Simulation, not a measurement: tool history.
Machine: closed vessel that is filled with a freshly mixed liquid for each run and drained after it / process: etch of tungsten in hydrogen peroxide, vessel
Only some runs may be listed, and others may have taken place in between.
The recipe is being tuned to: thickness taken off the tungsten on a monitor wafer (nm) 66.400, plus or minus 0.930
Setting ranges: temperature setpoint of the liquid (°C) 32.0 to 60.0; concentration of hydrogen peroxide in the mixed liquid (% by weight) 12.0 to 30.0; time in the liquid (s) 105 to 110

| run | hour | temperature setpoint of the liquid (°C) | concentration of hydrogen peroxide in the mixed liquid (% by weight) | time in the liquid (s) | thickness taken off the tungsten on a monitor wafer (nm) |
|---|---|---|---|---|---|
| 1 | 0.0 | 44.0 | 22.5 | 105 | 94.025 |
| 2 | 2.6 | 49.0 | 22.5 | 105 | 128.850 |
| 3 | 11.3 | 49.0 | 22.5 | 110 | 133.890 |
| 4 | 13.3 | 49.0 | 20.0 | 110 | 127.360 |
| 5 | 15.0 | 46.5 | 20.0 | 110 | 107.740 |
| 6 | 19.1 | 45.0 | 20.0 | 110 | 98.118 |
| 7 | 27.5 | 43.5 | 20.0 | 110 | 90.246 |
| 8 | 31.4 | 42.5 | 20.0 | 110 | 84.063 |
| 9 | 35.4 | 41.5 | 20.0 | 110 | 79.193 |
| 10 | 36.6 | 41.0 | 20.0 | 110 | 76.994 |
| 11 | 40.9 | 40.5 | 20.0 | 110 | 74.393 |
| 12 | 44.9 | 40.0 | 20.0 | 110 | 71.625 |

Below are 4 possible settings for the next run. Only one of them brings all results inside the allowed miss of their targets. Which is it?
| A | 48.9 | 39.5 | 19.5 | 110 | ? |
| B | 48.9 | 43.5 | 16.0 | 105 | ? |
| C | 48.9 | 40.0 | 21.0 | 105 | ? |
| D | 48.9 | 43.5 | 12.0 | 105 | ? |

| move | thickness taken off the tungsten on a monitor wafer (nm) |
|---|---|
| A | 69.150 |
| B | 77.379 |
| C | 70.768 |
| D | 67.012 |
A: nearer than the last run, and not there yet
B: misses by more than the last run did
C: nearer than the last run, and not there yet
D: every result lands within tolerance
Correct choice: D, which meets every target
